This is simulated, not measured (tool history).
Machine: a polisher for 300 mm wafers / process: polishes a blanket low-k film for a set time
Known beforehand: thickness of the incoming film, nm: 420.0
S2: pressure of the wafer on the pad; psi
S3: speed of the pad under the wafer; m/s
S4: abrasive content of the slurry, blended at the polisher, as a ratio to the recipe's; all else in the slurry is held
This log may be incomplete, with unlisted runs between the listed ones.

Run 1, day 0.000: flow of slurry (ml/min) 230, S2 1.5 psi, S3 1.12 m/s, S4 1.0, polishing time (s) 46. Result: film removed (Å) 196.15.
Run 2, day 0.321: flow of slurry (ml/min) 230, S2 1.6 psi, S3 1.12 m/s, S4 1.0, polishing time (s) 46. Result: film removed (Å) 204.42.
Run 3, day 0.625: flow of slurry (ml/min) 230, S2 1.7 psi, S3 1.12 m/s, S4 1.0, polishing time (s) 46. Result: film removed (Å) 221.22.
Run 4, day 0.742: flow of slurry (ml/min) 230, S2 1.7 psi, S3 1.26 m/s, S4 1.0, polishing time (s) 46. Result: film removed (Å) 247.20.
Run 5, day 1.050: flow of slurry (ml/min) 230, S2 1.7 psi, S3 0.98 m/s, S4 1.0, polishing time (s) 46. Result: film removed (Å) 196.71.
Run 6, day 1.412: flow of slurry (ml/min) 230, S2 1.8 psi, S3 0.98 m/s, S4 1.0, polishing time (s) 46. Result: film removed (Å) 212.63.
Run 7, day 1.608: flow of slurry (ml/min) 230, S2 1.9 psi, S3 0.98 m/s, S4 1.0, polishing time (s) 46. Result: film removed (Å) 220.97.
Run 8, day 1.754: flow of slurry (ml/min) 230, S2 1.9 psi, S3 0.98 m/s, S4 1.0, polishing time (s) 46. Result: film removed (Å) 220.41.

Run 9 is up next; what results do you expect?
Run 9, day 1.817: flow of slurry (ml/min) 230, S2 2.0 psi, S3 0.98 m/s, S4 1.0, polishing time (s) 46. Result: film removed (Å) ?.

film removed (Å): 235.83
